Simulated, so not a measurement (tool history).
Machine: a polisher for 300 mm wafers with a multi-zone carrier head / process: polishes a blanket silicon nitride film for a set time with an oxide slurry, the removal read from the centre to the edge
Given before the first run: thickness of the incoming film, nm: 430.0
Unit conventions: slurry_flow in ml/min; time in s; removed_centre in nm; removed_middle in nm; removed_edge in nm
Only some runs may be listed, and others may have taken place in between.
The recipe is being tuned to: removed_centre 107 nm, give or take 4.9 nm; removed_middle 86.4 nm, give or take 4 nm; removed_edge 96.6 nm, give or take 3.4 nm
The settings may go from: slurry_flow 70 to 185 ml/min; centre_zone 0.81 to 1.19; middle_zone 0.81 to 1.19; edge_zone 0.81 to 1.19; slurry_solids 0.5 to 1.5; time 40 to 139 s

{"run": 1, "hour": 0.0, "slurry_flow": 120, "centre_zone": 1, "middle_zone": 1, "edge_zone": 1, "slurry_solids": 1, "time": 89, "removed_centre": 75.392, "removed_middle": 75.057, "removed_edge": 78.693}
{"run": 2, "hour": 9.0, "slurry_flow": 120, "centre_zone": 1, "middle_zone": 1.06, "edge_zone": 1, "slurry_solids": 1, "time": 89, "removed_centre": 75.406, "removed_middle": 76.976, "removed_edge": 78.526}
{"run": 3, "hour": 16.8, "slurry_flow": 120, "centre_zone": 1, "middle_zone": 1.06, "edge_zone": 1, "slurry_solids": 1.2, "time": 89, "removed_centre": 81.515, "removed_middle": 84.774, "removed_edge": 86.113}
{"run": 4, "hour": 22.1, "slurry_flow": 120, "centre_zone": 1, "middle_zone": 1.06, "edge_zone": 1, "slurry_solids": 1.2, "time": 80, "removed_centre": 71.977, "removed_middle": 76.305, "removed_edge": 75.932}
{"run": 5, "hour": 25.7, "slurry_flow": 120, "centre_zone": 1, "middle_zone": 1.06, "edge_zone": 1, "slurry_solids": 1.2, "time": 96, "removed_centre": 88.31, "removed_middle": 95.041, "removed_edge": 92.608}
{"run": 6, "hour": 32.4, "slurry_flow": 120, "centre_zone": 1, "middle_zone": 1.06, "edge_zone": 1, "slurry_solids": 1.2, "time": 104, "removed_centre": 96.444, "removed_middle": 99.818, "removed_edge": 99.061}
{"hour": 34.0, "done": "edge zone pressure recalibrated"}
{"run": 7, "hour": 34.0, "slurry_flow": 120, "centre_zone": 1, "middle_zone": 1.06, "edge_zone": 1, "slurry_solids": 1.2, "time": 104, "removed_centre": 93.562, "removed_middle": 99.264, "removed_edge": 97.115}
{"run": 8, "hour": 36.7, "slurry_flow": 120, "centre_zone": 1.03, "middle_zone": 1.02, "edge_zone": 1.01, "slurry_solids": 1.2, "time": 104, "removed_centre": 97.903, "removed_middle": 98.165, "removed_edge": 96.922}
{"run": 9, "hour": 42.2, "slurry_flow": 120, "centre_zone": 1.05, "middle_zone": 0.97, "edge_zone": 1.04, "slurry_solids": 1.2, "time": 105, "removed_centre": 102.39, "removed_middle": 92.907, "removed_edge": 99.207}

Which single option among these 5 for the next run brings every result within its allowed miss of target? Just one does.
{"run": "A", "hour": 47.7, "slurry_flow": 120, "centre_zone": 1.15, "middle_zone": 0.9, "edge_zone": 1.09, "slurry_solids": 1.2, "time": 101, "removed_centre": "?", "removed_middle": "?", "removed_edge": "?"}
{"run": "B", "hour": 47.7, "slurry_flow": 110, "centre_zone": 1.01, "middle_zone": 1.09, "edge_zone": 1.05, "slurry_solids": 1.25, "time": 107, "removed_centre": "?", "removed_middle": "?", "removed_edge": "?"}
{"run": "C", "hour": 47.7, "slurry_flow": 130, "centre_zone": 1, "middle_zone": 0.87, "edge_zone": 0.98, "slurry_solids": 1.45, "time": 105, "removed_centre": "?", "removed_middle": "?", "removed_edge": "?"}
{"run": "D", "hour": 47.7, "slurry_flow": 125, "centre_zone": 1.01, "middle_zone": 0.98, "edge_zone": 1.05, "slurry_solids": 1.15, "time": 108, "removed_centre": "?", "removed_middle": "?", "removed_edge": "?"}
{"run": "E", "hour": 47.7, "slurry_flow": 110, "centre_zone": 1.17, "middle_zone": 0.85, "edge_zone": 1.03, "slurry_solids": 1.3, "time": 95, "removed_centre": "?", "removed_middle": "?", "removed_edge": "?"}

move=A removed_centre=107.38 removed_middle=87.364 removed_edge=97.415
move=B removed_centre=99.251 removed_middle=105.09 removed_edge=101.75
move=C removed_centre=107.22 removed_middle=98.064 removed_edge=106.46
move=D removed_centre=99.934 removed_middle=97.964 removed_edge=101.18
move=E removed_centre=103.79 removed_middle=80.237 removed_edge=91.402
A: every result within its allowed miss
B: moves away from the targets compared with the last run
C: moves away from the targets compared with the last run
D: moves away from the targets compared with the last run
E: the result that was furthest off in the last run now lies on the other side of its target
So the answer is move A, the one that meets all the targets.

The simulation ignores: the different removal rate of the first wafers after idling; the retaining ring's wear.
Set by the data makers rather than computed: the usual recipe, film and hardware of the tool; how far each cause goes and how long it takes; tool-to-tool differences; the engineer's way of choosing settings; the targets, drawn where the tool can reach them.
